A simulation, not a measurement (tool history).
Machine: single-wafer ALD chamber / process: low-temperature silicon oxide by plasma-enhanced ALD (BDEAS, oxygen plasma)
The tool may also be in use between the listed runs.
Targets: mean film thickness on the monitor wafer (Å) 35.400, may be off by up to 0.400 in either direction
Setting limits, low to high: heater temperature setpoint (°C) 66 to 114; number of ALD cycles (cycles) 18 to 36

run	hour	heater temperature setpoint (°C)	number of ALD cycles (cycles)	mean film thickness on the monitor wafer (Å)
1	0.0	90	27	41.067
2	3.8	93	27	40.598
3	12.0	93	29	43.550
4	17.8	93	31	46.537
5	26.8	93	29	43.635
6	33.4	97	29	43.071
7	40.6	99	28	41.386
8	42.3	101	27	39.261
9	48.4	101	27	39.617
10	52.1	103	27	39.195

4 candidate next runs follow, results not yet known. Just one meets every target within its allowed miss. Identify it.
A	55.8	101	25	?
B	55.8	93	23	?
C	55.8	106	25	?
D	55.8	99	24	?

move	mean film thickness on the monitor wafer (Å)
A	36.542
B	34.563
C	36.179
D	35.227
A: gains on the last run, yet a result remains outside its allowed miss
B: carries the result that was furthest off beyond its target, to the other side
C: gains on the last run, yet a result remains outside its allowed miss
D: every result within its allowed miss
So the answer is move D, the one that meets all the targets.

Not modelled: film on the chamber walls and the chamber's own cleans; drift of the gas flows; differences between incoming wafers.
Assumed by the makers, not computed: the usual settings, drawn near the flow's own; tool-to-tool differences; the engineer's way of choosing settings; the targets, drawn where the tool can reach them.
